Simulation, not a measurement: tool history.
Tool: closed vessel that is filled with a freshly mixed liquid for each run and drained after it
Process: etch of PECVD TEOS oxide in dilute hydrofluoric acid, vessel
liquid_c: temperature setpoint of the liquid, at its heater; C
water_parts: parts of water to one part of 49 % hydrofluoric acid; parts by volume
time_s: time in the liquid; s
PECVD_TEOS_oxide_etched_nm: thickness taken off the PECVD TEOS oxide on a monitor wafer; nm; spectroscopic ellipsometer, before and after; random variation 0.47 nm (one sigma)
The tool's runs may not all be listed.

Run 1, hour 0.0: liquid_c 26.0 C, water_parts 70 parts by volume, time_s 250 s. Result: PECVD_TEOS_oxide_etched_nm 52.450 nm.
Run 2, hour 7.2: liquid_c 26.5 C, water_parts 70 parts by volume, time_s 250 s. Result: PECVD_TEOS_oxide_etched_nm 52.722 nm.
Run 3, hour 12.9: liquid_c 29.5 C, water_parts 70 parts by volume, time_s 250 s. Result: PECVD_TEOS_oxide_etched_nm 59.402 nm.
Run 4, hour 18.1: liquid_c 29.5 C, water_parts 55 parts by volume, time_s 250 s. Result: PECVD_TEOS_oxide_etched_nm 76.906 nm.
Run 5, hour 22.4: liquid_c 28.5 C, water_parts 55 parts by volume, time_s 250 s. Result: PECVD_TEOS_oxide_etched_nm 73.501 nm.
Run 6, hour 29.9: liquid_c 28.5 C, water_parts 35 parts by volume, time_s 250 s. Result: PECVD_TEOS_oxide_etched_nm 120.820 nm.
Run 7, hour 38.1: liquid_c 27.0 C, water_parts 40 parts by volume, time_s 250 s. Result: PECVD_TEOS_oxide_etched_nm 97.499 nm.

Forecast run 8:
Run 8, hour 41.7: liquid_c 26.0 C, water_parts 40 parts by volume, time_s 250 s. Result: PECVD_TEOS_oxide_etched_nm ?.

Run 8 gave PECVD_TEOS_oxide_etched_nm 93.576 nm.
